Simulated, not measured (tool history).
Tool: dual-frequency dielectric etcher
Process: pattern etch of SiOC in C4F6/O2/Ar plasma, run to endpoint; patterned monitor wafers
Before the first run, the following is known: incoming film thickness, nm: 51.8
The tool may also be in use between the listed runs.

run	day	bias power (W)	source power (W)	endpoint time (s)
1	0.000	440	400	19.160
2	0.108	440	360	19.992
3	0.483	440	410	18.819
4	0.758	440	470	17.830
5	1.117	440	510	17.175
6	1.354	511	510	16.218
7	1.429	454	480	17.386
8	1.742	411	460	18.389
9	1.967	378	450	18.967

Forecast run 10:
10	2.292	353	440	?

Run 10 produced endpoint time (s) 20.002.
